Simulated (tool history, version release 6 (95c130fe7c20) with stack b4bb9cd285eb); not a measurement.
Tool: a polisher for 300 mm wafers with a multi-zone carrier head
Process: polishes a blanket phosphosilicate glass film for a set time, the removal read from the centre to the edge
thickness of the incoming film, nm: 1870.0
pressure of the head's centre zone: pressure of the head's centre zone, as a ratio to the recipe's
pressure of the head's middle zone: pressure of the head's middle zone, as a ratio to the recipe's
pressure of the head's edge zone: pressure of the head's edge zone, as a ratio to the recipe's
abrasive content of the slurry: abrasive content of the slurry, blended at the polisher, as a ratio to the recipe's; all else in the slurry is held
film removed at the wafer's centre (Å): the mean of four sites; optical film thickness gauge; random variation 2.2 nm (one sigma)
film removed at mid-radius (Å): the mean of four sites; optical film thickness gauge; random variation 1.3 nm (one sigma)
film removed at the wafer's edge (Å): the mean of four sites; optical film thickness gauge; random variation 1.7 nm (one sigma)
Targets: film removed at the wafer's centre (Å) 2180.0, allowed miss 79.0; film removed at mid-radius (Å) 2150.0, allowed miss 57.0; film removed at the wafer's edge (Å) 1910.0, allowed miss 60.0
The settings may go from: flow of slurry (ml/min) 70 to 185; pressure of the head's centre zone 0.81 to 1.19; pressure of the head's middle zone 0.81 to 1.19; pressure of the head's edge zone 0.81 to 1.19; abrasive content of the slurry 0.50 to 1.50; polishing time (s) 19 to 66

run,hour,flow of slurry (ml/min),pressure of the head's centre zone,pressure of the head's middle zone,pressure of the head's edge zone,abrasive content of the slurry,polishing time (s),film removed at the wafer's centre (Å),film removed at mid-radius (Å),film removed at the wafer's edge (Å)
1,0.0,120,1.00,1.00,1.00,1.00,42,2859.6,2874.0,2742.7
2,6.1,120,1.04,1.00,1.00,1.00,42,2998.5,2860.7,2768.9
3,14.2,120,1.03,1.00,0.96,0.90,42,2791.5,2710.8,2567.2
4,17.2,130,1.03,1.00,0.96,0.90,42,2867.2,2786.6,2619.8
5,23.4,120,1.03,1.00,0.93,0.80,42,2695.2,2583.1,2413.9
6,27.2,120,0.94,1.00,0.93,0.80,42,2469.4,2564.3,2440.3
7,28.0,115,0.96,1.01,0.90,0.75,42,2456.0,2540.7,2324.3
8,29.7,110,0.97,1.01,0.88,0.70,42,2390.2,2415.7,2192.1

4 next moves are on the table. One of them brings every result within its allowed miss. Which?
A,31.4,85,1.03,1.02,0.81,0.70,39,?,?,?
B,31.4,85,0.85,1.04,0.82,0.95,41,?,?,?
C,31.4,105,0.98,0.97,0.90,0.80,37,?,?,?
D,31.4,100,0.95,0.92,0.96,0.75,37,?,?,?

move,film removed at the wafer's centre (Å),film removed at mid-radius (Å),film removed at the wafer's edge (Å)
A,2167.2,2106.3,1908.5
B,2155.8,2555.6,2288.4
C,2200.4,2135.5,2079.9
D,2052.1,1969.0,2071.6
A: meets every target
B: further off than the last run
C: nearer than the last run, and not there yet
D: nearer than the last run, and not there yet
The right move is A.

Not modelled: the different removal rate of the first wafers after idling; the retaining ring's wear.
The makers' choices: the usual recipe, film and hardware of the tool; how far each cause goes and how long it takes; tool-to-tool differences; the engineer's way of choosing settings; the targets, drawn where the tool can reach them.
